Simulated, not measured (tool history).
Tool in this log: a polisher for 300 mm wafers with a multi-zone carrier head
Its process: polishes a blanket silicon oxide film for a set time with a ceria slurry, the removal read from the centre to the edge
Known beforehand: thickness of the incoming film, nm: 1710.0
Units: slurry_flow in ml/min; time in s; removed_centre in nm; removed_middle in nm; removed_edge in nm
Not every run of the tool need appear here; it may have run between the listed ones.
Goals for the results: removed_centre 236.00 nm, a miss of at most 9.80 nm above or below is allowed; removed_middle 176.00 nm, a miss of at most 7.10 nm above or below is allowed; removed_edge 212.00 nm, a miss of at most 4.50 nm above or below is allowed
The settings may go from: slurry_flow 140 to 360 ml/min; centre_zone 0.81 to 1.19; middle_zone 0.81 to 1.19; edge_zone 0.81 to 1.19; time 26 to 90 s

run  hour  slurry_flow  centre_zone  middle_zone  edge_zone  time  removed_centre  removed_middle  removed_edge
  1   0.0          230         1.00         1.00       1.00    58          157.81          146.49        154.66
  2   6.8          235         1.02         0.99       1.02    59          161.87          148.18        157.72
  3  15.0          235         1.04         0.98       1.03    61          168.07          152.59        164.60
  4  16.3          275         1.04         0.98       1.03    61          170.90          152.99        166.32
  5  21.3          275         1.04         0.98       0.99    61          174.07          152.33        162.07
  6  29.8          275         1.08         0.98       0.99    61          182.25          157.23        163.76
  7  32.7          275         1.09         0.97       1.00    62          183.90          157.23        166.51
     34.5  -- worn pad replaced by a new one
  8  34.5          280         1.10         0.96       1.01    63          209.21          172.07        186.92

Exactly one of the 4 candidate moves below puts every result within its allowed miss. Which one?
  A  36.3          325         1.12         0.86       1.06    69               ?               ?             ?
  B  36.3          255         1.15         1.03       0.91    58               ?               ?             ?
  C  36.3          275         1.11         0.94       1.03    71               ?               ?             ?
  D  36.3          305         1.15         0.92       0.92    74               ?               ?             ?

move  removed_centre  removed_middle  removed_edge
   A          236.23          174.14        209.19
   B          199.15          165.32        161.54
   C          237.06          189.41        209.89
   D          258.72          195.90        210.02
A: every result within its allowed miss
B: moves away from the targets compared with the last run
C: the furthest-off result lands on target, but another misses its tolerance
D: the furthest-off result lands on target, but another misses its tolerance
The move that meets every target is A.
